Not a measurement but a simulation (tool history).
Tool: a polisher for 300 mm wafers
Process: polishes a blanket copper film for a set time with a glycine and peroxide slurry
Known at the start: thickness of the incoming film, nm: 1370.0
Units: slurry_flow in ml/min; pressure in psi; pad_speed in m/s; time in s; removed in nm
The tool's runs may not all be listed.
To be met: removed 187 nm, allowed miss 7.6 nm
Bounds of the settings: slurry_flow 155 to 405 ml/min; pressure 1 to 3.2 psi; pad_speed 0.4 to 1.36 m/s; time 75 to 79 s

run	hour	slurry_flow	pressure	pad_speed	time	removed
1	0	260	2.1	0.88	75	271.76
2	6.2	325	2.1	0.88	75	278.49
3	15.1	325	2.3	0.88	75	297.9
4	18.7	325	2.3	0.96	75	313.21
5	20.3	325	2.6	0.96	75	344.42
6	22.6	325	2.6	1.14	75	387.32
7	26.2	320	2.3	1.08	75	343.92
8	33.6	315	2.1	1.02	75	304.14
9	36.2	315	1.9	0.98	75	271.04
10	41.5	315	1.7	0.96	75	255.24
11	45.8	315	1.6	0.94	75	234.28
12	49.7	315	1.5	0.94	75	224.96
13	52	315	1.4	0.94	75	214.74
14	52.9	315	1.3	0.94	75	202

5 next moves are on the table. One of them brings every result within its allowed miss. Which?
A	53.8	395	1.1	1.24	77	?
B	53.8	290	1.4	1.04	77	?
C	53.8	275	1.2	1.14	75	?
D	53.8	325	1	1.02	79	?
E	53.8	275	1.4	0.9	76	?

move	removed
A	226.22
B	234.08
C	215.74
D	191.43
E	210.49
A: further off than the last run
B: further off than the last run
C: further off than the last run
D: meets every target
E: further off than the last run
Answer: D

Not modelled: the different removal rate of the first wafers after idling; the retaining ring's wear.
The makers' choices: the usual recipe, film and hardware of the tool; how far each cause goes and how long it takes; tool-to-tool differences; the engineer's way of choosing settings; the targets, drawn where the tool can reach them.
